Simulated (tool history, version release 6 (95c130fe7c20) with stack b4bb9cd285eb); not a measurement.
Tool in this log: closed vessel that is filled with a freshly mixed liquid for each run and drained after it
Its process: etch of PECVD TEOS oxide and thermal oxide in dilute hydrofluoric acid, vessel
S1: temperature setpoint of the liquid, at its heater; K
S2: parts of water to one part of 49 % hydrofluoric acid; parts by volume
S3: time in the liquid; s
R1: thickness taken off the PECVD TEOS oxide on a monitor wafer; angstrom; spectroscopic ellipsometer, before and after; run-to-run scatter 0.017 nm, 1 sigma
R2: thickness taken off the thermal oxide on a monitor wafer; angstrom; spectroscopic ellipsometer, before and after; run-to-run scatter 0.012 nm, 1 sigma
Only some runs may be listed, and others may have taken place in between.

| run | hour | S1 | S2 | S3 | R1 | R2 |
|---|---|---|---|---|---|---|
| 1 | 0.0 | 293.15 | 80 | 60 | 84.132 | 32.665 |
| 2 | 2.9 | 292.65 | 90 | 60 | 72.896 | 28.026 |
| 3 | 9.3 | 292.65 | 105 | 60 | 61.325 | 23.694 |
| 4 | 11.6 | 292.15 | 110 | 60 | 57.190 | 22.105 |
| 5 | 18.2 | 292.15 | 110 | 35 | 33.163 | 12.905 |
| 6 | 27.0 | 292.15 | 135 | 35 | 26.371 | 10.313 |
| 7 | 32.5 | 294.15 | 135 | 35 | 28.555 | 11.196 |
| 8 | 37.8 | 294.15 | 135 | 35 | 28.581 | 11.044 |
| 9 | 41.7 | 298.15 | 120 | 35 | 38.237 | 14.864 |
| 10 | 44.8 | 298.65 | 120 | 35 | 38.969 | 15.165 |

For run 11, what comes out?
| 11 | 51.4 | 299.15 | 120 | 35 | ? | ? |

Run 11 measured R1 39.772 angstrom, R2 15.467 angstrom.
